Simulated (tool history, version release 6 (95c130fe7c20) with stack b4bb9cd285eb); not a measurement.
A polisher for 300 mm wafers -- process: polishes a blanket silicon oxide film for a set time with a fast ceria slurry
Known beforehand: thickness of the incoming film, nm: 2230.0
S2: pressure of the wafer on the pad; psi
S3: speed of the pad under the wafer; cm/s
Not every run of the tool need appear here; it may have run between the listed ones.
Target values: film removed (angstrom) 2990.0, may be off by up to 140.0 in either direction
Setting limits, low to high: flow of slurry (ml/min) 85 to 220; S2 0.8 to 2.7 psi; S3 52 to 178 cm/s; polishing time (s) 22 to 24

run 1 hour=0.0 | flow_of_slurry_(ml/min)=140 S2=1.7 S3=114 polishing_time_(s)=24 | film_removed_(angstrom)=2165.3
run 2 hour=2.3 | flow_of_slurry_(ml/min)=145 S2=1.9 S3=114 polishing_time_(s)=24 | film_removed_(angstrom)=2346.9
run 3 hour=6.2 | flow_of_slurry_(ml/min)=125 S2=1.9 S3=114 polishing_time_(s)=24 | film_removed_(angstrom)=2316.6
run 4 hour=12.5 | flow_of_slurry_(ml/min)=125 S2=1.9 S3=94 polishing_time_(s)=24 | film_removed_(angstrom)=1942.3
run 5 hour=19.7 | flow_of_slurry_(ml/min)=125 S2=1.9 S3=112 polishing_time_(s)=24 | film_removed_(angstrom)=2286.2
run 6 hour=24.3 | flow_of_slurry_(ml/min)=145 S2=1.9 S3=112 polishing_time_(s)=24 | film_removed_(angstrom)=2332.3
run 7 hour=26.0 | flow_of_slurry_(ml/min)=145 S2=1.9 S3=112 polishing_time_(s)=24 | film_removed_(angstrom)=2327.7
run 8 hour=29.9 | flow_of_slurry_(ml/min)=145 S2=2.1 S3=112 polishing_time_(s)=24 | film_removed_(angstrom)=2672.4
run 9 hour=35.2 | flow_of_slurry_(ml/min)=150 S2=2.1 S3=112 polishing_time_(s)=24 | film_removed_(angstrom)=2631.5
run 10 hour=42.8 | flow_of_slurry_(ml/min)=150 S2=2.2 S3=112 polishing_time_(s)=24 | film_removed_(angstrom)=2712.1

Pick the move, out of 5, that brings all results within their allowed miss; only one does.
run A hour=50.4 | flow_of_slurry_(ml/min)=220 S2=2.1 S3=128 polishing_time_(s)=23 | film_removed_(angstrom)=?
run B hour=50.4 | flow_of_slurry_(ml/min)=150 S2=2.0 S3=112 polishing_time_(s)=23 | film_removed_(angstrom)=?
run C hour=50.4 | flow_of_slurry_(ml/min)=155 S2=2.3 S3=104 polishing_time_(s)=24 | film_removed_(angstrom)=?
run D hour=50.4 | flow_of_slurry_(ml/min)=100 S2=2.3 S3=114 polishing_time_(s)=24 | film_removed_(angstrom)=?
run E hour=50.4 | flow_of_slurry_(ml/min)=130 S2=2.2 S3=106 polishing_time_(s)=23 | film_removed_(angstrom)=?

move=A film_removed_(angstrom)=3039.7
move=B film_removed_(angstrom)=2400.1
move=C film_removed_(angstrom)=2687.7
move=D film_removed_(angstrom)=2651.0
move=E film_removed_(angstrom)=2425.1
A: all results land within tolerance of their targets
B: misses by more than the last run did
C: misses by more than the last run did
D: misses by more than the last run did
E: misses by more than the last run did
Answer: A
